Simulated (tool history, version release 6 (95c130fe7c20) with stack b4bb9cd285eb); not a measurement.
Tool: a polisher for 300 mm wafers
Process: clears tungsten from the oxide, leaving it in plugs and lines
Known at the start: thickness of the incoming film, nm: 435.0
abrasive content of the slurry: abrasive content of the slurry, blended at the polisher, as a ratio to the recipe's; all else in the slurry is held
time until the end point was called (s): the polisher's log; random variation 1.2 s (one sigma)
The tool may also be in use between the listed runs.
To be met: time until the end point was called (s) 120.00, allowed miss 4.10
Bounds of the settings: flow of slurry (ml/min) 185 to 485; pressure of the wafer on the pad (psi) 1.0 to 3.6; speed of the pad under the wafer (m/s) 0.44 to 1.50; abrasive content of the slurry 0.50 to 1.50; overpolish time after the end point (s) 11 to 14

run  hour  flow of slurry (ml/min)  pressure of the wafer on the pad (psi)  speed of the pad under the wafer (m/s)  abrasive content of the slurry  overpolish time after the end point (s)  time until the end point was called (s)
  1   0.0                      310                                     2.3                                    0.96                            1.00                                       14                                   180.85
  2   4.4                      250                                     2.3                                    0.96                            1.00                                       14                                   182.36
  3   9.2                      250                                     2.8                                    0.96                            1.00                                       14                                   160.02
  4  15.9                      250                                     2.9                                    0.96                            1.00                                       14                                   153.73
  5  23.0                      250                                     3.1                                    0.96                            1.00                                       14                                   148.64
  6  31.6                      250                                     3.2                                    0.98                            1.00                                       14                                   139.73
  7  38.5                      250                                     3.3                                    0.98                            1.00                                       14                                   135.64
  8  40.3                      255                                     3.5                                    1.00                            1.00                                       14                                   129.18

4 next moves are on the table. One of them brings every result within its allowed miss. Which?
  A  42.1                      280                                     3.3                                    1.00                            0.95                                       12                                        ?
  B  42.1                      185                                     3.6                                    1.06                            1.05                                       13                                        ?
  C  42.1                      270                                     3.3                                    1.16                            1.15                                       14                                        ?
  D  42.1                      225                                     3.4                                    1.22                            1.05                                       14                                        ?

move  time until the end point was called (s)
   A                                   136.01
   B                                   121.58
   C                                   111.05
   D                                   108.36
A: further off than the last run
B: meets every target
C: takes the result that was furthest off past its target
D: takes the result that was furthest off past its target
Move B is the one to make.

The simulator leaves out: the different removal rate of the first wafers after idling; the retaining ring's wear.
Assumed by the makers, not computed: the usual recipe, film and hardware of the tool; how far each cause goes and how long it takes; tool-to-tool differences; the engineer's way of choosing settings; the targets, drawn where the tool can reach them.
